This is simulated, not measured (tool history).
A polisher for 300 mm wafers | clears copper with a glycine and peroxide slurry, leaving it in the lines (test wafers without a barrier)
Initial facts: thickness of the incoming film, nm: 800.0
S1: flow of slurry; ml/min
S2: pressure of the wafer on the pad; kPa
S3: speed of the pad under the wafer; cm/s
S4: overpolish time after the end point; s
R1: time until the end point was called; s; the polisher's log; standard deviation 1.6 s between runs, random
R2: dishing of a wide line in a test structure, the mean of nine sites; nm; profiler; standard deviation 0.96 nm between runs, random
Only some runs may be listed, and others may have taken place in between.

{"run": 1, "hour": 0.0, "S1": 190, "S2": 22.8, "S3": 128, "S4": 22, "R1": 115.15, "R2": 75.823}
{"run": 2, "hour": 5.8, "S1": 190, "S2": 22.8, "S3": 128, "S4": 20, "R1": 112.26, "R2": 68.308}
{"run": 3, "hour": 10.3, "S1": 190, "S2": 22.1, "S3": 128, "S4": 19, "R1": 114.15, "R2": 64.88}
{"run": 4, "hour": 16.9, "S1": 190, "S2": 21.4, "S3": 128, "S4": 18, "R1": 119.43, "R2": 61.72}
{"run": 5, "hour": 21.8, "S1": 190, "S2": 21.4, "S3": 128, "S4": 17, "R1": 116.32, "R2": 58.185}
{"run": 6, "hour": 30.2, "S1": 190, "S2": 21.4, "S3": 128, "S4": 16, "R1": 116.48, "R2": 56.37}
{"run": 7, "hour": 36.0, "S1": 190, "S2": 21.4, "S3": 128, "S4": 16, "R1": 119.84, "R2": 58.071}

Run 8, settings as shown, results not yet in. Your forecast:
{"run": 8, "hour": 42.5, "S1": 190, "S2": 21.4, "S3": 128, "S4": 15, "R1": "?", "R2": "?"}

Run 8 produced R1 120.6 s, R2 53.431 nm.
